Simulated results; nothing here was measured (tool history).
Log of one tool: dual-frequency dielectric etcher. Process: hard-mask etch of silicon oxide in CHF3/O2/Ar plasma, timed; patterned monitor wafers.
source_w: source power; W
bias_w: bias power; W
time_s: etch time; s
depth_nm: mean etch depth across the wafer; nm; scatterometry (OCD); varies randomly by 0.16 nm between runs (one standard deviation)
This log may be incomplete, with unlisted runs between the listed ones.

run  hour  source_w  bias_w  time_s  depth_nm
  1   0.0       510     212    25.5    59.908
  2   1.2       510     212    26.5    62.740
  3   9.1       510     192    26.5    60.729
  4  16.6       510     166    26.5    57.836
  5  17.8       540     170    26.5    60.199
  6  25.7       560     171    26.5    61.751

Run 7 comes next. What will it give?
  7  29.2       580     172    26.5         ?

depth_nm: 63.245 nm

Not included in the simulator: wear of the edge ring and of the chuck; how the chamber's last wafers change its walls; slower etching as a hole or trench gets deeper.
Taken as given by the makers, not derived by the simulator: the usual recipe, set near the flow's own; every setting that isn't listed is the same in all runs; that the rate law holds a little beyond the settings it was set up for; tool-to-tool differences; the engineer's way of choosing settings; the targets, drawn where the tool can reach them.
